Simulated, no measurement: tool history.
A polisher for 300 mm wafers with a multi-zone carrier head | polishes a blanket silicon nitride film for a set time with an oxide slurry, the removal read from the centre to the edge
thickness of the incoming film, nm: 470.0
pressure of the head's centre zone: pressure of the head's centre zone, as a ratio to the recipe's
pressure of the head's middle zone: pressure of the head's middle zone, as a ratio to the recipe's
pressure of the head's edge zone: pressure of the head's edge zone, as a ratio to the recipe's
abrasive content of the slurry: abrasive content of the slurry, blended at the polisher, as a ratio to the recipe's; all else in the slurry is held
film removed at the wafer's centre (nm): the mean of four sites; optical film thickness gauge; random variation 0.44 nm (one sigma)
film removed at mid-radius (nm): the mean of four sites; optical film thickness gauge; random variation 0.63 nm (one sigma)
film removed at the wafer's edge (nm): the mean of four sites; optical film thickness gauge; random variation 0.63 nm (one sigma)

run,hour,flow of slurry (ml/min),pressure of the head's centre zone,pressure of the head's middle zone,pressure of the head's edge zone,abrasive content of the slurry,polishing time (s),film removed at the wafer's centre (nm),film removed at mid-radius (nm),film removed at the wafer's edge (nm)
1,0,215,1,1,1,1,61,49.989,49.774,49.288
2,2.6,230,1.01,1.05,1.04,1.05,61,51.148,53.442,51.307
3,6.2,230,1.01,1.05,1.04,1.15,61,53.645,54.988,54.101
4,11.6,245,1.02,1.09,1.05,1.2,61,55.669,58.656,54.816
5,16.6,245,1.02,1.17,1.05,1.2,61,54.904,62.592,54.358
6,19.9,280,1.02,1.17,1.05,1.2,61,56.404,63.932,55.503
7,22.9,285,1.02,1.17,1.07,1.25,61,58.338,65.104,56.819
8,25.6,290,1.02,1.17,1.09,1.3,61,57.997,65.605,58.025
9,32.6,295,1.02,1.17,1.1,1.35,61,60.263,66.436,60.937
10,39.1,300,1.02,1.18,1.1,1.35,61,59.646,67.634,59.008

Run 11 comes next. What will it give?
11,45.9,300,1.02,1.18,1.11,1.35,61,?,?,?

film removed at the wafer's centre (nm): 60.565
film removed at mid-radius (nm): 66.407
film removed at the wafer's edge (nm): 59.63

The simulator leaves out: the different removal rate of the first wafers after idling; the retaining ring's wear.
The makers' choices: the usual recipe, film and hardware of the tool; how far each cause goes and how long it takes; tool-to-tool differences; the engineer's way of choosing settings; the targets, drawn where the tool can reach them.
